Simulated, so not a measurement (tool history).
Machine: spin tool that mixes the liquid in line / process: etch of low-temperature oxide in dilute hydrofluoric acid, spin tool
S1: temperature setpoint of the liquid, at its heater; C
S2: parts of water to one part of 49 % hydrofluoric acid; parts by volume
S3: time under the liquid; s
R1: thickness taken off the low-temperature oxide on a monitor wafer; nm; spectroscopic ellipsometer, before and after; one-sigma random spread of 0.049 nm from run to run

run  hour    S1   S2  S3      R1
  1   0.0  21.0  165  50  8.8339
  2   1.4  21.0  165  55  9.8023
  3  10.0  21.5  165  55  9.9517
  4  16.3  21.5  205  55  7.7351
  5  22.5  23.5  200  55  8.5778
  6  30.9  25.0  200  55  9.0750
  7  33.7  26.0  200  55  9.4146
  8  41.7  27.0  200  55  9.7099

Estimate the outcome of run 9 from the log above:
  9  47.2  27.0  200  55   ?

{"run 9": {"R1": 9.6728}}
